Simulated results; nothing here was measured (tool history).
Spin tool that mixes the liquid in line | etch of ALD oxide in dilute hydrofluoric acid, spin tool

| run | day | temperature setpoint of the liquid (K) | parts of water to one part of 49 % hydrofluoric acid (parts by volume) | time under the liquid (s) | thickness taken off the ALD oxide on a monitor wafer (nm) |
|---|---|---|---|---|---|
| 1 | 0.000 | 298.15 | 250 | 100 | 9.5798 |
| 2 | 0.129 | 295.15 | 250 | 100 | 8.5181 |
| 3 | 0.412 | 294.65 | 250 | 100 | 8.3014 |
| 4 | 0.688 | 294.15 | 250 | 100 | 8.1460 |
| 5 | 0.917 | 293.65 | 250 | 100 | 8.0500 |
| 6 | 1.254 | 293.65 | 250 | 100 | 8.0896 |
| 7 | 1.492 | 290.15 | 265 | 100 | 6.5463 |

The next listed run, before its measurement:
| 8 | 1.604 | 290.15 | 265 | 100 | ? |

{"run 8": {"thickness taken off the ALD oxide on a monitor wafer (nm)": 6.5723}}

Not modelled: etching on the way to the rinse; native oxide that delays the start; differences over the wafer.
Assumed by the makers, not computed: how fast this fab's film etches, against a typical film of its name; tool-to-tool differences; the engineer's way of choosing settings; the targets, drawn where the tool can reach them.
